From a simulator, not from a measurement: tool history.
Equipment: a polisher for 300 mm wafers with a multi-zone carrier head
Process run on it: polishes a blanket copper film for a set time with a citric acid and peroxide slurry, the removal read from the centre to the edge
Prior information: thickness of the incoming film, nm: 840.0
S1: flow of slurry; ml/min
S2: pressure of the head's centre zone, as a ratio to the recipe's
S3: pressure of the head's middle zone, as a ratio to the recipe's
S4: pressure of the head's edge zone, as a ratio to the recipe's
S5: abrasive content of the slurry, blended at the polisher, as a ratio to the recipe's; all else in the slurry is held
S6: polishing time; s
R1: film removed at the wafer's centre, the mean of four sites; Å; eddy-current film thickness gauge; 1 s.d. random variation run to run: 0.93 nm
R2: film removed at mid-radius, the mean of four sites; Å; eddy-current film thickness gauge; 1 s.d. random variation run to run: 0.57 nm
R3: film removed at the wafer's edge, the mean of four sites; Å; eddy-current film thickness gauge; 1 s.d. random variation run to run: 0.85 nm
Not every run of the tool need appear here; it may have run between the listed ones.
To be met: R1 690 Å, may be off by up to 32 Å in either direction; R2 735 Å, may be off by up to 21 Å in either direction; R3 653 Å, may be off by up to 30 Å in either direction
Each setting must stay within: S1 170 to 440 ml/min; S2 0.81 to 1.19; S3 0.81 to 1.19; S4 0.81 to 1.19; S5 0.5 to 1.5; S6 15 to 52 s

| run | hour | S1 | S2 | S3 | S4 | S5 | S6 | R1 | R2 | R3 |
|---|---|---|---|---|---|---|---|---|---|---|
| 1 | 0 | 280 | 1 | 1 | 1 | 1 | 33 | 505.75 | 530.85 | 504.56 |
| 2 | 4.2 | 280 | 1 | 1 | 1 | 0.9 | 33 | 506.95 | 508.46 | 494.25 |
| 3 | 5.9 | 280 | 1.08 | 1 | 1 | 0.9 | 33 | 539.18 | 509.32 | 493.22 |
| 4 | 12.7 | 280 | 1.08 | 0.92 | 1 | 0.9 | 33 | 535.43 | 477.46 | 499.14 |
| 5 | 17.4 | 285 | 1.08 | 0.94 | 1.01 | 0.95 | 33 | 550.01 | 497.82 | 496.49 |
| 6 | 18 | 285 | 1.08 | 0.94 | 0.98 | 0.95 | 33 | 558.93 | 494.06 | 498.01 |
| 7 | 24 | 285 | 1.08 | 0.95 | 0.99 | 1 | 34 | 567.27 | 519.63 | 521.95 |
| 8 | 28.3 | 285 | 1.08 | 0.95 | 0.99 | 1 | 34 | 576.23 | 516.27 | 512.16 |
| 9 | 30.2 | 285 | 1.07 | 0.96 | 1 | 1.05 | 35 | 587.3 | 540.39 | 561.91 |
| 10 | 32.3 | 290 | 1.07 | 0.98 | 0.99 | 1.1 | 35 | 590.31 | 557.98 | 552.06 |
| 11 | 39.4 | 295 | 1.08 | 1 | 0.99 | 1.15 | 35 | 617.34 | 571.95 | 548.66 |
| 12 | 40.9 | 295 | 1.08 | 1.01 | 1 | 1.2 | 35 | 609.54 | 586.65 | 560.95 |
| 13 | 41.7 | 295 | 1.08 | 1.02 | 1.01 | 1.25 | 35 | 617.84 | 602.03 | 567.33 |
| 14 | 49.5 | 295 | 1.08 | 1.03 | 1.02 | 1.3 | 35 | 629.74 | 598.92 | 572.1 |

4 candidate next runs follow, results not yet known. Just one meets every target within its allowed miss. Identify it.
| A | 57.3 | 230 | 1.04 | 1.1 | 0.99 | 1.2 | 42 | ? | ? | ? |
| B | 57.3 | 245 | 1.06 | 0.85 | 1.16 | 1.15 | 37 | ? | ? | ? |
| C | 57.3 | 290 | 1.03 | 0.93 | 1.15 | 1.2 | 35 | ? | ? | ? |
| D | 57.3 | 170 | 1.05 | 0.81 | 1.19 | 1.4 | 38 | ? | ? | ? |

| move | R1 | R2 | R3 |
|---|---|---|---|
| A | 693.14 | 739.27 | 656.84 |
| B | 620.69 | 523.33 | 626.14 |
| C | 586.97 | 547.56 | 602.17 |
| D | 624.93 | 514.36 | 656.78 |
A: every result lands within tolerance
B: lands further from the targets than the last run did
C: lands further from the targets than the last run did
D: lands further from the targets than the last run did
Move A is the one to make.
